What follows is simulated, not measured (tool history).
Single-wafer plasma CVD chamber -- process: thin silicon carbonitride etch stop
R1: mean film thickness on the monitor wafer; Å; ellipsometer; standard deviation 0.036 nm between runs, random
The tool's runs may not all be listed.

{"run": 1, "hour": 0.0, "RF power (W)": 260, "deposition time (s)": 11.2, "R1": 69.856}
{"run": 2, "hour": 6.4, "RF power (W)": 270, "deposition time (s)": 11.8, "R1": 74.064}
{"run": 3, "hour": 9.0, "RF power (W)": 280, "deposition time (s)": 12.3, "R1": 78.611}
{"run": 4, "hour": 10.7, "RF power (W)": 280, "deposition time (s)": 11.1, "R1": 70.858}
{"run": 5, "hour": 13.9, "RF power (W)": 300, "deposition time (s)": 11.1, "R1": 72.517}
{"run": 6, "hour": 14.4, "RF power (W)": 305, "deposition time (s)": 11.6, "R1": 76.449}
{"run": 7, "hour": 22.9, "RF power (W)": 310, "deposition time (s)": 12.0, "R1": 79.18}
{"run": 8, "hour": 27.2, "RF power (W)": 315, "deposition time (s)": 12.3, "R1": 81.981}
{"run": 9, "hour": 28.4, "RF power (W)": 320, "deposition time (s)": 12.5, "R1": 82.948}

Run 10 is up next; what results do you expect?
{"run": 10, "hour": 35.4, "RF power (W)": 325, "deposition time (s)": 12.7, "R1": "?"}

R1: 85.471 Å
